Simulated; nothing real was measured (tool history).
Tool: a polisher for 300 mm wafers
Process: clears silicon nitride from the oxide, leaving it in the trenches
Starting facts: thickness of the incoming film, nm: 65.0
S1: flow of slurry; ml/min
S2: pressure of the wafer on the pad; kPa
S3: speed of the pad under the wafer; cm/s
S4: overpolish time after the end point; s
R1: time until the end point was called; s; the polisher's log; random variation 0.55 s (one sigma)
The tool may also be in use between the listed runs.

run,hour,S1,S2,S3,S4,R1
1,0,150,11.7,116,14,95.055
2,8.4,160,13.1,116,14,87.111
3,13,160,13.1,126,14,79.413
4,16.9,160,13.1,144,14,68.99
5,19.3,160,13.8,144,14,66.841
6,20.2,160,13.8,166,14,58.095
7,22.6,160,13.8,166,14,58.958
8,29,150,13.8,166,14,58.851

Run 9 has not been measured yet. What should we expect?
9,37.3,140,13.8,166,14,?

R1: 58.571 s
